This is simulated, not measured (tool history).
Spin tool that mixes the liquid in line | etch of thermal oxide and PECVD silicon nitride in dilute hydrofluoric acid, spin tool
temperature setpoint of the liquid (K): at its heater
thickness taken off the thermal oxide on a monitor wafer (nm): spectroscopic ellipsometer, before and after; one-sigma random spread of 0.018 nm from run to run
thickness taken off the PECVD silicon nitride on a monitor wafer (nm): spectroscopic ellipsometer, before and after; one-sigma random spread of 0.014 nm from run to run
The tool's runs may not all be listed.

run    day  temperature setpoint of the liquid (K)  parts of water to one part of 49 % hydrofluoric acid (parts by volume)  time under the liquid (s)  thickness taken off the thermal oxide on a monitor wafer (nm)  thickness taken off the PECVD silicon nitride on a monitor wafer (nm)
  1      0                                  298.15                                                                      85                        180                                                         9.4508                                                                  10.25
  2  0.046                                  298.15                                                                     115                        180                                                         6.7246                                                                 7.6944
  3  0.158                                  295.65                                                                     115                        180                                                         6.0038                                                                 6.4682
  4  0.321                                  295.65                                                                     115                        260                                                          8.653                                                                  9.372
  5  0.654                                  294.65                                                                     125                        225                                                         6.6936                                                                 7.0756
  6  0.954                                  294.15                                                                     130                        190                                                          5.231                                                                 5.5247

What will run 7 give?
  7  1.238                                  290.15                                                                     150                        100                                                              ?                                                                      ?

thickness taken off the thermal oxide on a monitor wafer (nm): 1.972
thickness taken off the PECVD silicon nitride on a monitor wafer (nm): 1.9129

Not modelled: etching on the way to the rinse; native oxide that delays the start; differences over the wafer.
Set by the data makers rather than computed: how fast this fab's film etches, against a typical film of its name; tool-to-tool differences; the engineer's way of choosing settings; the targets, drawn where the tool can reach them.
